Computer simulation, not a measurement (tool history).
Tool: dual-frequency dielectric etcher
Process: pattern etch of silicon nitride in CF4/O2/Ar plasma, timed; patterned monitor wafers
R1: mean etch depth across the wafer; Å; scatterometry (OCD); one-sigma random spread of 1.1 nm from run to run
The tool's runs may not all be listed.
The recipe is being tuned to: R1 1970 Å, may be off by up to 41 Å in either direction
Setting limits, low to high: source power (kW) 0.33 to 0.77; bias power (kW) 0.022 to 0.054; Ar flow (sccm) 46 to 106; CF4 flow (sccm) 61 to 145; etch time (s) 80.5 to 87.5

{"run": 1, "hour": 0.0, "source power (kW)": 0.55, "bias power (kW)": 0.038, "Ar flow (sccm)": 76, "CF4 flow (sccm)": 103, "etch time (s)": 87.5, "R1": 1576.6}
{"run": 2, "hour": 2.9, "source power (kW)": 0.58, "bias power (kW)": 0.038, "Ar flow (sccm)": 76, "CF4 flow (sccm)": 103, "etch time (s)": 87.5, "R1": 1682}
{"run": 3, "hour": 8.4, "source power (kW)": 0.6, "bias power (kW)": 0.038, "Ar flow (sccm)": 76, "CF4 flow (sccm)": 103, "etch time (s)": 87.5, "R1": 1741.2}
{"run": 4, "hour": 10.5, "source power (kW)": 0.61, "bias power (kW)": 0.038, "Ar flow (sccm)": 76, "CF4 flow (sccm)": 103, "etch time (s)": 87.5, "R1": 1767.8}
{"run": 5, "hour": 16.8, "source power (kW)": 0.61, "bias power (kW)": 0.038, "Ar flow (sccm)": 76, "CF4 flow (sccm)": 103, "etch time (s)": 87.5, "R1": 1768.5}
{"run": 6, "hour": 19.1, "source power (kW)": 0.61, "bias power (kW)": 0.038, "Ar flow (sccm)": 76, "CF4 flow (sccm)": 114, "etch time (s)": 87.5, "R1": 1802.3}
{"run": 7, "hour": 28.0, "source power (kW)": 0.62, "bias power (kW)": 0.038, "Ar flow (sccm)": 76, "CF4 flow (sccm)": 114, "etch time (s)": 87.5, "R1": 1817.5}
{"run": 8, "hour": 36.2, "source power (kW)": 0.62, "bias power (kW)": 0.038, "Ar flow (sccm)": 76, "CF4 flow (sccm)": 114, "etch time (s)": 87.5, "R1": 1826.5}
{"run": 9, "hour": 38.8, "source power (kW)": 0.63, "bias power (kW)": 0.038, "Ar flow (sccm)": 76, "CF4 flow (sccm)": 114, "etch time (s)": 87.5, "R1": 1855.6}
{"run": 10, "hour": 44.4, "source power (kW)": 0.64, "bias power (kW)": 0.038, "Ar flow (sccm)": 76, "CF4 flow (sccm)": 114, "etch time (s)": 87.5, "R1": 1856.6}
{"run": 11, "hour": 46.5, "source power (kW)": 0.65, "bias power (kW)": 0.038, "Ar flow (sccm)": 76, "CF4 flow (sccm)": 114, "etch time (s)": 87.5, "R1": 1922}

Consider the 5 candidate settings below. Which is the only one whose results all fall within their allowed miss of target?
{"run": "A", "hour": 48.6, "source power (kW)": 0.66, "bias power (kW)": 0.036, "Ar flow (sccm)": 82, "CF4 flow (sccm)": 114, "etch time (s)": 85.5, "R1": "?"}
{"run": "B", "hour": 48.6, "source power (kW)": 0.68, "bias power (kW)": 0.036, "Ar flow (sccm)": 80, "CF4 flow (sccm)": 126, "etch time (s)": 82, "R1": "?"}
{"run": "C", "hour": 48.6, "source power (kW)": 0.64, "bias power (kW)": 0.038, "Ar flow (sccm)": 73, "CF4 flow (sccm)": 116, "etch time (s)": 87, "R1": "?"}
{"run": "D", "hour": 48.6, "source power (kW)": 0.61, "bias power (kW)": 0.045, "Ar flow (sccm)": 58, "CF4 flow (sccm)": 129, "etch time (s)": 84, "R1": "?"}
{"run": "E", "hour": 48.6, "source power (kW)": 0.68, "bias power (kW)": 0.035, "Ar flow (sccm)": 74, "CF4 flow (sccm)": 113, "etch time (s)": 87.5, "R1": "?"}

move=A R1=1865
move=B R1=1868
move=C R1=1905.1
move=D R1=1921.9
move=E R1=1974.1
A: moves away from the targets compared with the last run
B: moves away from the targets compared with the last run
C: moves away from the targets compared with the last run
D: neither nearer nor further off than the last run
E: hits every target within its allowed miss
Correct choice: E, which meets every target
